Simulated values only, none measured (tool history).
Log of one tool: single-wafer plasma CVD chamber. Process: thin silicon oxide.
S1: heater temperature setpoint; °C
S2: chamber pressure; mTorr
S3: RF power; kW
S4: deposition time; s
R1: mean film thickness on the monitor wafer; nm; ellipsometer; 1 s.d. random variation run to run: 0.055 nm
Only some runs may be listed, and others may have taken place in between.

{"run": 1, "day": 0.0, "S1": 405, "S2": 794, "S3": 0.34, "S4": 4.81, "R1": 8.5271}
{"run": 2, "day": 0.025, "S1": 405, "S2": 794, "S3": 0.38, "S4": 4.81, "R1": 9.0677}
{"run": 3, "day": 0.238, "S1": 405, "S2": 811, "S3": 0.38, "S4": 4.81, "R1": 9.2944}
{"run": 4, "day": 0.558, "S1": 405, "S2": 811, "S3": 0.34, "S4": 4.81, "R1": 8.7738}
{"run": 5, "day": 0.608, "S1": 405, "S2": 811, "S3": 0.385, "S4": 4.81, "R1": 9.3903}
{"run": 6, "day": 0.658, "S1": 405, "S2": 823, "S3": 0.385, "S4": 4.81, "R1": 9.4128}
{"run": 7, "day": 0.912, "S1": 405, "S2": 836, "S3": 0.385, "S4": 4.81, "R1": 9.5802}
{"run": 8, "day": 1.138, "S1": 405, "S2": 846, "S3": 0.385, "S4": 4.81, "R1": 9.6337}
{"run": 9, "day": 1.275, "S1": 405, "S2": 857, "S3": 0.385, "S4": 4.81, "R1": 9.6982}

For run 10, what comes out?
{"run": 10, "day": 1.371, "S1": 405, "S2": 867, "S3": 0.385, "S4": 4.81, "R1": "?"}

R1: 9.7496 nm

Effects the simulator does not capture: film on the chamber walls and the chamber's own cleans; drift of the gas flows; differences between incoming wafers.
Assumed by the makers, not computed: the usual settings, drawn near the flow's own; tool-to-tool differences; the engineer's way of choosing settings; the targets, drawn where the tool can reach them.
